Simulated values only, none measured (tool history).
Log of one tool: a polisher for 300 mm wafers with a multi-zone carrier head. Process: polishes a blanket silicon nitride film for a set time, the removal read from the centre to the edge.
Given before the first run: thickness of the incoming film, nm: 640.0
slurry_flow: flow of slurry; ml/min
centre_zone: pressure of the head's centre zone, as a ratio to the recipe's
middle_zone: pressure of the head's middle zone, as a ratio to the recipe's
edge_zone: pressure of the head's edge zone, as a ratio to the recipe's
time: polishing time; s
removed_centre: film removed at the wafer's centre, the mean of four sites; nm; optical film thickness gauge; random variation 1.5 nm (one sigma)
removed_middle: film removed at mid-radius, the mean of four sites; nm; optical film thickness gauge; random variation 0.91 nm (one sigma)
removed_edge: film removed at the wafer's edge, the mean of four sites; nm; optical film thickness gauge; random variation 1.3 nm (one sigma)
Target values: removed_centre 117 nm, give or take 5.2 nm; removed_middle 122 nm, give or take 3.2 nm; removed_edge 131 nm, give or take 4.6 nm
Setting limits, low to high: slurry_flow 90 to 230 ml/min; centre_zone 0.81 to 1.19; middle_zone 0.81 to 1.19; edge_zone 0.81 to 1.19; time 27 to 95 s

run	hour	slurry_flow	centre_zone	middle_zone	edge_zone	time	removed_centre	removed_middle	removed_edge
1	0	150	1	1	1	61	94.053	106.12	105.49
2	4	135	1	1	1	61	91.343	103.72	103.39
3	11.4	135	1	1.09	1	61	91.558	111.52	102.12
4	14.8	135	1	1.09	1	55	81.409	98.84	93.6
# hour 21.3: centre zone pressure recalibrated
5	21.3	135	1	1.09	1.04	55	93.012	102.53	93.831
6	27.7	135	1	1.09	1.1	55	91.964	100.08	97.747
7	30.4	140	0.99	1.08	1.11	56	92.478	102.25	100.23
8	32.1	145	0.99	1.07	1.12	57	95.646	102.77	101.88
9	36.8	145	0.99	1.06	1.13	58	97.335	106.64	103.47
10	42.2	145	0.99	1.04	1.14	59	100.22	104.81	103.66
11	43	150	0.98	1.02	1.15	61	103.4	108.01	111.91
12	49.7	155	0.98	1.02	1.15	61	102.2	107.46	110.58
13	50.4	160	0.98	1.02	1.15	62	107.13	111.24	113.47
14	50.9	165	0.97	1.01	1.15	63	109.46	111.38	115.09
15	52.5	165	0.96	1.01	1.15	64	106.26	114.29	116.83

Exactly one of the 5 candidate moves below puts every result within its allowed miss. Which one?
A	54.1	185	0.92	1.15	1.03	58	?	?	?
B	54.1	200	1	0.84	1.19	68	?	?	?
C	54.1	170	0.85	1.05	1.14	67	?	?	?
D	54.1	130	0.97	0.97	1.13	74	?	?	?
E	54.1	165	0.83	0.9	1.15	64	?	?	?

move	removed_centre	removed_middle	removed_edge
A	93.879	118.38	101.84
B	121.11	107.8	128.19
C	98.433	124.71	121.33
D	116.41	121.65	128.36
E	91.132	104.09	116.08
A: lands further from the targets than the last run did
B: brings the last run's worst result on target, with another outside its allowed miss
C: lands further from the targets than the last run did
D: in spec on every target
E: lands further from the targets than the last run did
The right move is D.
